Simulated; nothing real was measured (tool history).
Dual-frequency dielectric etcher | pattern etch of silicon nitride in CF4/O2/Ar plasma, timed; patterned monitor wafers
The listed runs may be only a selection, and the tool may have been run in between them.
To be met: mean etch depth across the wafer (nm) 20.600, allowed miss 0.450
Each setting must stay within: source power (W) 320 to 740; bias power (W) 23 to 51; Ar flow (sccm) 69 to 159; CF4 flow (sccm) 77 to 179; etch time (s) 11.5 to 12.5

| run | day | source power (W) | bias power (W) | Ar flow (sccm) | CF4 flow (sccm) | etch time (s) | mean etch depth across the wafer (nm) |
|---|---|---|---|---|---|---|---|
| 1 | 0.000 | 530 | 37 | 114 | 128 | 12.5 | 24.028 |
| 2 | 0.338 | 530 | 37 | 127 | 128 | 12.5 | 24.115 |
| 3 | 0.383 | 620 | 37 | 127 | 128 | 12.5 | 26.205 |
| 4 | 0.417 | 620 | 37 | 111 | 128 | 12.5 | 26.760 |
| 5 | 0.717 | 560 | 37 | 111 | 128 | 12.5 | 24.999 |
| 6 | 0.796 | 640 | 37 | 111 | 128 | 12.5 | 27.607 |
| 7 | 1.012 | 570 | 36 | 112 | 128 | 12.5 | 25.203 |
| 8 | 1.117 | 520 | 35 | 113 | 127 | 12.5 | 23.455 |
| 9 | 1.262 | 490 | 35 | 113 | 127 | 12.5 | 22.478 |
| 10 | 1.333 | 470 | 35 | 113 | 127 | 12.5 | 21.849 |
| 11 | 1.446 | 460 | 35 | 113 | 127 | 12.5 | 21.599 |

Which of these 5 next moves meets every target?
| A | 1.558 | 440 | 31 | 127 | 120 | 12.5 | ? |
| B | 1.558 | 510 | 32 | 108 | 131 | 11.5 | ? |
| C | 1.558 | 450 | 40 | 121 | 145 | 12.0 | ? |
| D | 1.558 | 510 | 34 | 116 | 103 | 12.5 | ? |
| E | 1.558 | 480 | 40 | 106 | 127 | 12.5 | ? |

| move | mean etch depth across the wafer (nm) |
|---|---|
| A | 19.756 |
| B | 20.813 |
| C | 21.851 |
| D | 22.029 |
| E | 23.539 |
A: carries the result that was furthest off beyond its target, to the other side
B: all results in spec
C: moves away from the targets compared with the last run
D: moves away from the targets compared with the last run
E: moves away from the targets compared with the last run
So the answer is move B, the one that meets all the targets.

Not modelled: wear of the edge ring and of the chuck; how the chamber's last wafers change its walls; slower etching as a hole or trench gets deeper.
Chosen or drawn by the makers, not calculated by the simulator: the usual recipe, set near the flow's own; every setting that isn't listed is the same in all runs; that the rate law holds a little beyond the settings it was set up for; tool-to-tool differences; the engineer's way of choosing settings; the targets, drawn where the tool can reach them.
